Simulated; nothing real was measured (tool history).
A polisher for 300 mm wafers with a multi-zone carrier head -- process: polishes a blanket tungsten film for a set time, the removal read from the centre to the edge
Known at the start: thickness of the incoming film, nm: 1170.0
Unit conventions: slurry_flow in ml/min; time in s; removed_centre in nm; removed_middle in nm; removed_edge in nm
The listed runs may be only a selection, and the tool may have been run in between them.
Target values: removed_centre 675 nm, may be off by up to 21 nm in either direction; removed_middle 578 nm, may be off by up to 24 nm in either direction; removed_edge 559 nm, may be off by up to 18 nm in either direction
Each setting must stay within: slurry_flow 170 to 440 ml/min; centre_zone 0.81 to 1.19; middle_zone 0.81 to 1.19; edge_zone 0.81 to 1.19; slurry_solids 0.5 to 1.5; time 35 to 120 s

{"run": 1, "hour": 0.0, "slurry_flow": 280, "centre_zone": 1, "middle_zone": 1, "edge_zone": 1, "slurry_solids": 1, "time": 77, "removed_centre": 441.83, "removed_middle": 432.01, "removed_edge": 445.9}
{"run": 2, "hour": 4.3, "slurry_flow": 245, "centre_zone": 1, "middle_zone": 1, "edge_zone": 1, "slurry_solids": 1, "time": 77, "removed_centre": 431.08, "removed_middle": 419.17, "removed_edge": 444.31}
{"run": 3, "hour": 6.1, "slurry_flow": 265, "centre_zone": 1.04, "middle_zone": 1.02, "edge_zone": 1.01, "slurry_solids": 1.1, "time": 78, "removed_centre": 467.42, "removed_middle": 456.45, "removed_edge": 450.89}
{"run": 4, "hour": 10.8, "slurry_flow": 275, "centre_zone": 1.07, "middle_zone": 1.01, "edge_zone": 1.03, "slurry_solids": 1.2, "time": 80, "removed_centre": 507.58, "removed_middle": 474.22, "removed_edge": 481.11}
{"run": 5, "hour": 19.7, "slurry_flow": 275, "centre_zone": 1.07, "middle_zone": 0.98, "edge_zone": 1.03, "slurry_solids": 1.2, "time": 80, "removed_centre": 504.5, "removed_middle": 456.89, "removed_edge": 478.11}
{"run": 6, "hour": 23.8, "slurry_flow": 250, "centre_zone": 1.07, "middle_zone": 0.98, "edge_zone": 1.03, "slurry_solids": 1.2, "time": 80, "removed_centre": 502.97, "removed_middle": 447.15, "removed_edge": 479.92}
{"run": 7, "hour": 28.7, "slurry_flow": 250, "centre_zone": 1.07, "middle_zone": 0.98, "edge_zone": 1.03, "slurry_solids": 1.2, "time": 80, "removed_centre": 501.05, "removed_middle": 459.51, "removed_edge": 481.78}
{"run": 8, "hour": 36.2, "slurry_flow": 260, "centre_zone": 1.1, "middle_zone": 0.99, "edge_zone": 1.04, "slurry_solids": 1.25, "time": 82, "removed_centre": 537.97, "removed_middle": 472.29, "removed_edge": 505.4}

5 candidate next runs follow, results not yet known. Just one meets every target within its allowed miss. Identify it.
{"run": "A", "hour": 43.7, "slurry_flow": 220, "centre_zone": 1.19, "middle_zone": 1.05, "edge_zone": 0.99, "slurry_solids": 1.35, "time": 95, "removed_centre": "?", "removed_middle": "?", "removed_edge": "?"}
{"run": "B", "hour": 43.7, "slurry_flow": 250, "centre_zone": 1.16, "middle_zone": 0.94, "edge_zone": 0.92, "slurry_solids": 1.5, "time": 88, "removed_centre": "?", "removed_middle": "?", "removed_edge": "?"}
{"run": "C", "hour": 43.7, "slurry_flow": 265, "centre_zone": 1.14, "middle_zone": 0.96, "edge_zone": 1.16, "slurry_solids": 1.4, "time": 91, "removed_centre": "?", "removed_middle": "?", "removed_edge": "?"}
{"run": "D", "hour": 43.7, "slurry_flow": 255, "centre_zone": 1.08, "middle_zone": 0.94, "edge_zone": 1.08, "slurry_solids": 1.25, "time": 96, "removed_centre": "?", "removed_middle": "?", "removed_edge": "?"}
{"run": "E", "hour": 43.7, "slurry_flow": 180, "centre_zone": 1.05, "middle_zone": 1.06, "edge_zone": 0.97, "slurry_solids": 1.35, "time": 94, "removed_centre": "?", "removed_middle": "?", "removed_edge": "?"}

move=A removed_centre=659.68 removed_middle=585.25 removed_edge=569
move=B removed_centre=621.16 removed_middle=514.58 removed_edge=528.99
move=C removed_centre=626.06 removed_middle=536.57 removed_edge=606.24
move=D removed_centre=606.4 removed_middle=539.78 removed_edge=599.04
move=E removed_centre=555.71 removed_middle=566.28 removed_edge=544.75
A: all results in spec
B: nearer the targets than the last run, but a result is still out of spec
C: nearer the targets than the last run, but a result is still out of spec
D: nearer the targets than the last run, but a result is still out of spec
E: nearer the targets than the last run, but a result is still out of spec
So the answer is move A, the one that meets all the targets.

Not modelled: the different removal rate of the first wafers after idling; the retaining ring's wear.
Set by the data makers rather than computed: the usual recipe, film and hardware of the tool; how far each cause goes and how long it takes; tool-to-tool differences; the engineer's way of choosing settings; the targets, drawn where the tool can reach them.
